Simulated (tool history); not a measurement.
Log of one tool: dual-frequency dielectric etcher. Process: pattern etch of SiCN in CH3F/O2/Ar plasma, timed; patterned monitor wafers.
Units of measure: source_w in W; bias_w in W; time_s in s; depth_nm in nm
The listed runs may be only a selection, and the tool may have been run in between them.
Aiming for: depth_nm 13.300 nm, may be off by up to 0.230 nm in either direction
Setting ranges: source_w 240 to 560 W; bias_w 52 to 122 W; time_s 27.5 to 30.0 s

run	day	source_w	bias_w	time_s	depth_nm
1	0.000	400	87	30.0	15.179
2	0.050	400	87	27.5	13.862
3	0.071	400	87	30.0	15.186
4	0.129	390	87	30.0	15.216
5	0.379	390	96	30.0	15.810
6	0.471	380	94	30.0	15.447
7	0.725	370	93	30.0	15.405
8	1.033	360	91	30.0	15.046
9	1.404	350	90	30.0	14.974
10	1.442	340	88	30.0	14.548
11	1.471	330	87	30.0	14.505
12	1.583	320	86	30.0	14.411
13	1.804	240	79	30.0	12.977

Which single option among these 5 for the next run brings every result within its allowed miss of target? Just one does.
A	2.025	250	102	28.5	?
B	2.025	270	84	28.5	?
C	2.025	240	95	30.0	?
D	2.025	250	72	30.0	?
E	2.025	240	92	29.0	?

move	depth_nm
A	13.713
B	12.834
C	13.875
D	12.434
E	13.229
A: carries the result that was furthest off beyond its target, to the other side
B: the biggest miss grows against the last run
C: carries the result that was furthest off beyond its target, to the other side
D: the biggest miss grows against the last run
E: all results in spec
E is the move that brings every result within its allowed miss.

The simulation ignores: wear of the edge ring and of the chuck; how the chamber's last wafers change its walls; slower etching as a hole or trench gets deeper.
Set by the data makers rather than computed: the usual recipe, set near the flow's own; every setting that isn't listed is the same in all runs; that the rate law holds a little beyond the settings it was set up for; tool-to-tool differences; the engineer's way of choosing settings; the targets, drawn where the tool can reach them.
